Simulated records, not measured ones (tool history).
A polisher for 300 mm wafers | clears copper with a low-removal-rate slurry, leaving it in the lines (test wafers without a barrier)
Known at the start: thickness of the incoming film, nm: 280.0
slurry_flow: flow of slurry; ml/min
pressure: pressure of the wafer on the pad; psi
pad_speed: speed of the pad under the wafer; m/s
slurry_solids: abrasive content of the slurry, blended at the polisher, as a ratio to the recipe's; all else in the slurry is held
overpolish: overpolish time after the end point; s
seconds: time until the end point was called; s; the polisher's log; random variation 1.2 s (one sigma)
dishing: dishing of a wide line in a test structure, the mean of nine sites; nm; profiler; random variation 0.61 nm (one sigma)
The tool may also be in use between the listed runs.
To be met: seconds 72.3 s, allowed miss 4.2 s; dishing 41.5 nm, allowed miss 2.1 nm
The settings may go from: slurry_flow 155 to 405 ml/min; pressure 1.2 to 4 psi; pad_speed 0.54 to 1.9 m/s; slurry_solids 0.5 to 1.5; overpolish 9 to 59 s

| run | hour | slurry_flow | pressure | pad_speed | slurry_solids | overpolish | seconds | dishing |
|---|---|---|---|---|---|---|---|---|
| 1 | 0 | 260 | 2.6 | 1.22 | 1 | 30 | 84.193 | 55.887 |
| 2 | 2.7 | 325 | 2.6 | 1.22 | 1 | 30 | 82.756 | 55.652 |
| 3 | 5.7 | 325 | 2.6 | 0.92 | 1 | 30 | 96.291 | 51.787 |
| 4 | 8.3 | 325 | 2.7 | 0.94 | 1 | 27 | 91.743 | 50.212 |
| 5 | 16.3 | 325 | 2.7 | 0.94 | 1.15 | 27 | 90.049 | 52.313 |
| 6 | 21.3 | 325 | 2.8 | 0.96 | 1.15 | 24 | 86.014 | 49.325 |
| 7 | 27.5 | 325 | 2.8 | 0.98 | 1.15 | 22 | 84.774 | 46.66 |
| 8 | 31.1 | 325 | 2.8 | 1 | 1.15 | 21 | 83.661 | 44.529 |
| 9 | 32.1 | 325 | 2.8 | 1.02 | 1.15 | 20 | 84.085 | 43.729 |
| 10 | 40.5 | 325 | 2.8 | 1.04 | 1.15 | 19 | 83.259 | 42.717 |
| 11 | 43.2 | 325 | 2.8 | 1.06 | 1.15 | 18 | 79.992 | 40.099 |
| 12 | 45.9 | 325 | 2.9 | 1.08 | 1.15 | 18 | 79.093 | 43.004 |

Which of these 5 next moves meets every target?
| A | 48.6 | 320 | 2.7 | 1.02 | 1.25 | 24 | ? | ? |
| B | 48.6 | 240 | 3 | 1.22 | 1.25 | 16 | ? | ? |
| C | 48.6 | 285 | 3.1 | 0.78 | 1 | 22 | ? | ? |
| D | 48.6 | 335 | 3.2 | 1.02 | 1.1 | 18 | ? | ? |
| E | 48.6 | 340 | 2.8 | 1.04 | 1.2 | 22 | ? | ? |

| move | seconds | dishing |
|---|---|---|
| A | 84.298 | 47.843 |
| B | 70.732 | 41.091 |
| C | 89.311 | 43.85 |
| D | 72.865 | 44.061 |
| E | 80.684 | 46.643 |
A: further off than the last run
B: meets every target
C: further off than the last run
D: brings the result that was furthest off to its target, and leaves another outside
E: further off than the last run
Answer: B
